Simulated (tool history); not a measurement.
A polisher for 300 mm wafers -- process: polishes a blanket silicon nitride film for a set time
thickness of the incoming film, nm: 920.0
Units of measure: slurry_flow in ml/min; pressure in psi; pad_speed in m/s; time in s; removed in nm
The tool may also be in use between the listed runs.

run 1 hour=0 | slurry_flow=280 pressure=3 pad_speed=1.16 time=67 | removed=95.165
run 2 hour=4.2 | slurry_flow=280 pressure=3 pad_speed=0.92 time=67 | removed=83.054
run 3 hour=5.9 | slurry_flow=280 pressure=3.1 pad_speed=0.92 time=67 | removed=86.28
run 4 hour=7.1 | slurry_flow=280 pressure=3.1 pad_speed=0.92 time=67 | removed=85.052
run 5 hour=15.8 | slurry_flow=280 pressure=2.4 pad_speed=0.92 time=67 | removed=65.804
run 6 hour=19.3 | slurry_flow=280 pressure=3.1 pad_speed=0.92 time=67 | removed=85.665
run 7 hour=26.4 | slurry_flow=280 pressure=3.2 pad_speed=0.92 time=67 | removed=86.29

Run 8, settings as shown, results not yet in. Your forecast:
run 8 hour=34.7 | slurry_flow=280 pressure=3.3 pad_speed=0.92 time=67 | removed=?

removed: 89.852 nm
